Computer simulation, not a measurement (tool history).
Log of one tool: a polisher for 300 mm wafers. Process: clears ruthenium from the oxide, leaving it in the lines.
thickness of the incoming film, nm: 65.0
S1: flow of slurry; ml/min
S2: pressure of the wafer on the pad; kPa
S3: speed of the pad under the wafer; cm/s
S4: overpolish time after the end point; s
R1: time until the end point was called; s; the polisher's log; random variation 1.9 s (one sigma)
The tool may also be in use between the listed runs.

run 1 hour=0 | S1=280 S2=13.8 S3=82 S4=28 | R1=89.286
run 2 hour=4.7 | S1=280 S2=17.2 S3=82 S4=28 | R1=70.629
run 3 hour=10.7 | S1=280 S2=15.9 S3=82 S4=28 | R1=79.258
run 4 hour=16 | S1=280 S2=13.1 S3=82 S4=28 | R1=91.221
run 5 hour=24.8 | S1=280 S2=12.4 S3=82 S4=28 | R1=94.43
run 6 hour=29.6 | S1=245 S2=12.4 S3=82 S4=28 | R1=99.114

The next listed run, before its measurement:
run 7 hour=33.7 | S1=240 S2=11.7 S3=82 S4=28 | R1=?

{"run 7": {"R1": 104.71}}

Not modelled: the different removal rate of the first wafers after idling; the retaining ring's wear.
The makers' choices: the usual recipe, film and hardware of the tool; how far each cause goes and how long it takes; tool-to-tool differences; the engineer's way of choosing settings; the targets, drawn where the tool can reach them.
